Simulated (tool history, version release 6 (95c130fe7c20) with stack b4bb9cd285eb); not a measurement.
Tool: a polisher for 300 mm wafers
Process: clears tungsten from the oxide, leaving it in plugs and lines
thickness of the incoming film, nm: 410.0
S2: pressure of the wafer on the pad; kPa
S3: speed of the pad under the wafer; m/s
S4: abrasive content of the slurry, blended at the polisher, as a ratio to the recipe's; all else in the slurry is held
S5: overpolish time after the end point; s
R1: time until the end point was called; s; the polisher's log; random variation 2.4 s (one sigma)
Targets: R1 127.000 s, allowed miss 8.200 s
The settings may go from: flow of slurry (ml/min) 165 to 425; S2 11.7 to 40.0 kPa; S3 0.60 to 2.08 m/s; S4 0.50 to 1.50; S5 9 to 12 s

Run 1, hour 0.0: flow of slurry (ml/min) 275, S2 25.5 kPa, S3 1.34 m/s, S4 1.00, S5 12 s. Result: R1 72.569 s.
Run 2, hour 3.2: flow of slurry (ml/min) 275, S2 22.8 kPa, S3 1.32 m/s, S4 1.00, S5 12 s. Result: R1 78.354 s.
Run 3, hour 8.8: flow of slurry (ml/min) 275, S2 22.8 kPa, S3 1.16 m/s, S4 1.00, S5 12 s. Result: R1 91.833 s.
Run 4, hour 14.5: flow of slurry (ml/min) 275, S2 20.7 kPa, S3 1.14 m/s, S4 1.00, S5 12 s. Result: R1 99.831 s.
Run 5, hour 22.9: flow of slurry (ml/min) 275, S2 26.9 kPa, S3 1.14 m/s, S4 1.00, S5 12 s. Result: R1 79.374 s.
Run 6, hour 25.9: flow of slurry (ml/min) 275, S2 24.1 kPa, S3 1.12 m/s, S4 1.00, S5 12 s. Result: R1 85.982 s.
Run 7, hour 28.2: flow of slurry (ml/min) 275, S2 22.1 kPa, S3 1.10 m/s, S4 1.00, S5 12 s. Result: R1 97.654 s.
Run 8, hour 34.7: flow of slurry (ml/min) 275, S2 20.7 kPa, S3 1.08 m/s, S4 1.00, S5 12 s. Result: R1 105.390 s.
Run 9, hour 38.3: flow of slurry (ml/min) 275, S2 20.0 kPa, S3 1.08 m/s, S4 1.00, S5 12 s. Result: R1 107.160 s.
Run 10, hour 45.2: flow of slurry (ml/min) 275, S2 19.3 kPa, S3 1.08 m/s, S4 1.00, S5 12 s. Result: R1 109.880 s.
Run 11, hour 48.4: flow of slurry (ml/min) 275, S2 19.3 kPa, S3 1.08 m/s, S4 1.00, S5 12 s. Result: R1 111.640 s.
Run 12, hour 51.0: flow of slurry (ml/min) 275, S2 18.6 kPa, S3 1.08 m/s, S4 1.00, S5 12 s. Result: R1 118.280 s.
Run 13, hour 59.1: flow of slurry (ml/min) 275, S2 17.9 kPa, S3 1.08 m/s, S4 1.00, S5 12 s. Result: R1 115.560 s.

Which of these 4 next moves meets every target?
Run A, hour 67.2: flow of slurry (ml/min) 220, S2 15.2 kPa, S3 1.02 m/s, S4 1.10, S5 9 s. Result: R1 ?.
Run B, hour 67.2: flow of slurry (ml/min) 235, S2 28.3 kPa, S3 0.90 m/s, S4 0.70, S5 12 s. Result: R1 ?.
Run C, hour 67.2: flow of slurry (ml/min) 215, S2 11.7 kPa, S3 1.10 m/s, S4 1.35, S5 12 s. Result: R1 ?.
Run D, hour 67.2: flow of slurry (ml/min) 250, S2 17.9 kPa, S3 1.04 m/s, S4 1.00, S5 11 s. Result: R1 ?.

move       R1
   A  141.860
   B  104.250
   C  153.660
   D  122.600
A: takes the result that was furthest off past its target
B: further off than the last run
C: takes the result that was furthest off past its target
D: meets every target
Answer: D
